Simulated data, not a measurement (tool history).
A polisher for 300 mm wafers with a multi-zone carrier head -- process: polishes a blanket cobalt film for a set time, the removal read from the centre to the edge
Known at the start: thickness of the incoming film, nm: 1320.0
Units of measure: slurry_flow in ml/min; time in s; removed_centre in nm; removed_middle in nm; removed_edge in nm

run,hour,slurry_flow,centre_zone,middle_zone,edge_zone,time,removed_centre,removed_middle,removed_edge
1,0,205,1,1,1,45,118.76,122.82,117.99
2,2.3,205,1,1,0.94,45,120.1,121.52,113.82
3,10.4,205,1,1,0.94,36,94.986,98.61,92.26
4,19,215,1.01,1.03,0.99,40,105.72,115.19,105.02
5,25.2,220,1.03,1.04,1.03,43,116.14,123.17,115.39
6,27.3,220,1.03,0.97,1.03,43,115.11,116.25,115.79
7,34.6,230,1.05,1,1.06,45,125.19,125.38,122.37
8,35.5,235,1.05,1.02,1.08,47,131.02,133.54,129.01
9,43.1,235,1.05,1.04,1.1,49,135.41,143.4,135.96

What does the tool deliver on the next run?
10,44.7,240,1.06,1.05,1.12,50,?,?,?

{"run 10": {"removed_centre": 139.07, "removed_middle": 145.43, "removed_edge": 139.84}}
